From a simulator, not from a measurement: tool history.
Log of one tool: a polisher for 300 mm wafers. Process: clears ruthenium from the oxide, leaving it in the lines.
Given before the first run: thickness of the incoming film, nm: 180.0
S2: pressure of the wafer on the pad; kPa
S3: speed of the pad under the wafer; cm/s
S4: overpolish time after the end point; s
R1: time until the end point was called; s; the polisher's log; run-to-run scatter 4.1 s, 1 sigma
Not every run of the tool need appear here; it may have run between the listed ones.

run 1 hour=0 | flow_of_slurry_(ml/min)=125 S2=14.5 S3=110 S4=6 | R1=159.46
run 2 hour=0.8 | flow_of_slurry_(ml/min)=100 S2=14.5 S3=110 S4=6 | R1=171.36
run 3 hour=7.9 | flow_of_slurry_(ml/min)=100 S2=11 S3=110 S4=6 | R1=216.7
run 4 hour=10.6 | flow_of_slurry_(ml/min)=95 S2=10.3 S3=108 S4=6 | R1=243.34
run 5 hour=19.1 | flow_of_slurry_(ml/min)=90 S2=9.7 S3=108 S4=6 | R1=263.92
run 6 hour=28.1 | flow_of_slurry_(ml/min)=110 S2=9.7 S3=108 S4=6 | R1=246.49
run 7 hour=35.9 | flow_of_slurry_(ml/min)=105 S2=9 S3=108 S4=6 | R1=268.18
run 8 hour=42.5 | flow_of_slurry_(ml/min)=100 S2=8.3 S3=108 S4=6 | R1=294.06

Estimate the outcome of run 9 from the log above:
run 9 hour=44.2 | flow_of_slurry_(ml/min)=95 S2=8.3 S3=108 S4=6 | R1=?

Logged for run 9: R1 296.91 s.
